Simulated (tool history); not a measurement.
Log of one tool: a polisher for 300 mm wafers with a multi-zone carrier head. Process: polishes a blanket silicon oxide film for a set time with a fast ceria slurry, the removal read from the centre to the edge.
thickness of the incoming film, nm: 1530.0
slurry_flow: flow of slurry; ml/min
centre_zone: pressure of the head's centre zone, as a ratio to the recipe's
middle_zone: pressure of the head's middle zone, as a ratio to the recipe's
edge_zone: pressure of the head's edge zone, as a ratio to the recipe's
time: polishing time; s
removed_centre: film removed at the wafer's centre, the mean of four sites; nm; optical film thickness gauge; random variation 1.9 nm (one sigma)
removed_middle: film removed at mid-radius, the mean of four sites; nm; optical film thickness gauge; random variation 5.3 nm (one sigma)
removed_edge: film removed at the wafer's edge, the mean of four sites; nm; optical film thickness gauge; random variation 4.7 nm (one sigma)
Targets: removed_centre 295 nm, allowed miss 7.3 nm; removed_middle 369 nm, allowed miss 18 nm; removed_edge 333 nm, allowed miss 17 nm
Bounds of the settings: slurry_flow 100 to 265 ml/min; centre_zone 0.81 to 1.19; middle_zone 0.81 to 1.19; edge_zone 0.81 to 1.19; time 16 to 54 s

| run | hour | slurry_flow | centre_zone | middle_zone | edge_zone | time | removed_centre | removed_middle | removed_edge |
|---|---|---|---|---|---|---|---|---|---|
| 1 | 0 | 170 | 1 | 1 | 1 | 35 | 272.01 | 270.18 | 263.39 |
| 2 | 0.9 | 175 | 0.99 | 1.02 | 1.02 | 35 | 271.08 | 278.07 | 265.86 |
| 3 | 5.8 | 175 | 0.99 | 1.02 | 1.02 | 39 | 300.99 | 307.87 | 298.87 |
| 4 | 7.9 | 175 | 0.98 | 1.03 | 1.03 | 39 | 301.05 | 318.81 | 298.84 |
| 5 | 13.7 | 175 | 0.94 | 1.03 | 1.03 | 39 | 285.34 | 308.2 | 306.5 |
| 6 | 14.7 | 175 | 0.94 | 1.03 | 0.98 | 39 | 287.59 | 313.72 | 292.63 |
| 7 | 21.8 | 180 | 0.94 | 1.04 | 0.99 | 39 | 289.75 | 317.76 | 303.65 |
| 8 | 23.1 | 185 | 0.94 | 1.05 | 0.99 | 39 | 291.85 | 327.25 | 295.25 |
| 9 | 31.2 | 185 | 0.93 | 1.06 | 1 | 39 | 286.9 | 323.51 | 299.06 |

4 next moves are on the table. One of them brings every result within its allowed miss. Which?
| A | 39.3 | 235 | 1 | 1.08 | 0.88 | 39 | ? | ? | ? |
| B | 39.3 | 160 | 0.96 | 1.04 | 0.92 | 40 | ? | ? | ? |
| C | 39.3 | 160 | 0.85 | 1.08 | 0.93 | 45 | ? | ? | ? |
| D | 39.3 | 200 | 0.97 | 1.02 | 1.1 | 41 | ? | ? | ? |

| move | removed_centre | removed_middle | removed_edge |
|---|---|---|---|
| A | 319.3 | 335.87 | 292.94 |
| B | 295.03 | 315.36 | 292.6 |
| C | 293.65 | 366.58 | 330.18 |
| D | 317.8 | 329.26 | 327.61 |
A: further off than the last run
B: further off than the last run
C: meets every target
D: further off than the last run
Answer: C
